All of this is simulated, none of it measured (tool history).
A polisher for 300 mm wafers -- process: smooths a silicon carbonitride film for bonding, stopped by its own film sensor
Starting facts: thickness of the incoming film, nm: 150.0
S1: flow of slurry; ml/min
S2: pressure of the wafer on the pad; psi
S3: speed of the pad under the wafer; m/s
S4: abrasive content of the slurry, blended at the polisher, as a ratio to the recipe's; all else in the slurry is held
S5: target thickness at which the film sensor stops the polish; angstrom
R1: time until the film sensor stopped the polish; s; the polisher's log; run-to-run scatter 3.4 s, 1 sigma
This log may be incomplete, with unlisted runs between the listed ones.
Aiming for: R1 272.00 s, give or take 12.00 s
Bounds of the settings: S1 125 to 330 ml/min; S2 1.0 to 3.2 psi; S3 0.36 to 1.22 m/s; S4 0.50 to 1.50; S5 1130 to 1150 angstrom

run,hour,S1,S2,S3,S4,S5,R1
1,0.0,210,2.1,0.78,1.00,1150,159.24
2,5.2,210,2.1,0.78,0.90,1150,165.22
3,10.1,210,2.1,0.78,0.90,1150,166.43
4,15.4,210,1.9,0.78,0.90,1150,181.62
5,19.0,210,2.2,0.78,0.90,1150,157.55
6,26.9,210,2.2,0.78,1.10,1150,149.40
7,31.3,210,1.6,0.72,1.10,1150,213.93
8,36.1,210,1.5,0.72,1.10,1150,235.56
9,37.8,210,1.4,0.72,1.10,1150,241.44

Exercise: of the 5 proposed moves below, exactly one satisfies all targets within the stated allowed misses. Which move is it?
A,39.5,250,1.4,0.68,1.05,1130,?
B,39.5,205,1.4,0.80,1.10,1150,?
C,39.5,160,1.4,0.90,1.20,1130,?
D,39.5,125,1.6,0.82,1.20,1150,?
E,39.5,205,1.7,0.80,1.10,1130,?

move,R1
A,270.54
B,227.77
C,220.15
D,201.17
E,199.86
A: all results in spec
B: further off than the last run
C: further off than the last run
D: further off than the last run
E: further off than the last run
The right move is A.
